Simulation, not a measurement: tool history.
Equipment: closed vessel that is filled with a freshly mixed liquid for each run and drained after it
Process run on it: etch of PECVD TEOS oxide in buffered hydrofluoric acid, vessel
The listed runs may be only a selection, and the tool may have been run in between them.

run	hour	temperature setpoint of the liquid (K)	parts of 40 % ammonium fluoride to one part of 49 % hydrofluoric acid (parts by volume)	time in the liquid (s)	thickness taken off the PECVD TEOS oxide on a monitor wafer (angstrom)
1	0	296.15	9	30	627.26
2	3.8	298.65	8	30	814.51
3	11.3	300.15	7	30	1017
4	17.1	300.15	7	30	1007.8
5	19.1	297.65	7	30	890.47
6	27.5	299.65	6.5	30	1055.8
7	36.1	301.15	6	30	1236.2

Run 8, settings as shown, results not yet in. Your forecast:
8	42.4	302.15	6	30	?

Run 8 produced thickness taken off the PECVD TEOS oxide on a monitor wafer (angstrom) 1297.4.
